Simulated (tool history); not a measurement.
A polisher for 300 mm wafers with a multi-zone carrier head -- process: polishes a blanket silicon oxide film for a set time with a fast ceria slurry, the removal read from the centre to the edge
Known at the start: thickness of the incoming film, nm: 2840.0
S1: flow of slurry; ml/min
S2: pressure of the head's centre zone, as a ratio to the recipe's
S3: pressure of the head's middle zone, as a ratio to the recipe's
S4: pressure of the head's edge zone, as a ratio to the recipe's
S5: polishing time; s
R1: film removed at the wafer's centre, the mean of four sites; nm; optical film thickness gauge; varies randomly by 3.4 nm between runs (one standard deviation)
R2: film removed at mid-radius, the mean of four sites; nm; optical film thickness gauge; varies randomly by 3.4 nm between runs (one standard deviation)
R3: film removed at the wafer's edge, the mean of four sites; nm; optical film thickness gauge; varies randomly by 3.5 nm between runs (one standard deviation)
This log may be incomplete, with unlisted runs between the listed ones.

run 1 hour=0 | S1=235 S2=1 S3=1 S4=1 S5=57 | R1=428.57 R2=446.41 R3=450.9
run 2 hour=3 | S1=235 S2=0.99 S3=1.02 S4=0.97 S5=56 | R1=418.01 R2=444.09 R3=426.08
run 3 hour=10 | S1=285 S2=0.99 S3=1.02 S4=0.97 S5=56 | R1=422.88 R2=457.1 R3=434.01
run 4 hour=17.9 | S1=280 S2=0.98 S3=1.02 S4=0.95 S5=55 | R1=417.64 R2=441.86 R3=423.38
run 5 hour=26.4 | S1=280 S2=0.98 S3=1.02 S4=0.95 S5=63 | R1=468.36 R2=509.05 R3=480.6
run 6 hour=27.3 | S1=280 S2=0.97 S3=1.03 S4=0.93 S5=61 | R1=455.63 R2=488.87 R3=465.9
run 7 hour=35.2 | S1=285 S2=0.96 S3=1.05 S4=0.92 S5=59 | R1=438.15 R2=490.13 R3=447.23
run 8 hour=41.7 | S1=285 S2=0.95 S3=1.06 S4=0.91 S5=57 | R1=420.32 R2=478.54 R3=438.07

Forecast run 9:
run 9 hour=49.8 | S1=290 S2=0.95 S3=1.07 S4=0.9 S5=55 | R1=? R2=? R3=?

R1: 411.78 nm
R2: 463 nm
R3: 416.84 nm
